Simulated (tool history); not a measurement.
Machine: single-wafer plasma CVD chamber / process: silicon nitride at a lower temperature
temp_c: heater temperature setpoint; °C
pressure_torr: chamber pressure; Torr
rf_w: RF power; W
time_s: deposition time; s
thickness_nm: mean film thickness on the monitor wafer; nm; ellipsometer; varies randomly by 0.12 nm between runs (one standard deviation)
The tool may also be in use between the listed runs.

run	hour	temp_c	pressure_torr	rf_w	time_s	thickness_nm
1	0.0	345	1.50	275	23.7	25.034
2	1.3	345	1.50	255	23.7	24.216
3	8.4	345	1.33	255	23.7	23.428
4	13.3	345	1.28	255	23.7	22.946
5	17.5	345	1.26	255	23.7	22.792
6	21.0	345	1.04	255	23.7	21.668
7	24.1	345	1.06	255	23.7	21.650

What will run 8 give?
8	29.6	345	1.08	255	23.7	?

{"run 8": {"thickness_nm": 21.728}}

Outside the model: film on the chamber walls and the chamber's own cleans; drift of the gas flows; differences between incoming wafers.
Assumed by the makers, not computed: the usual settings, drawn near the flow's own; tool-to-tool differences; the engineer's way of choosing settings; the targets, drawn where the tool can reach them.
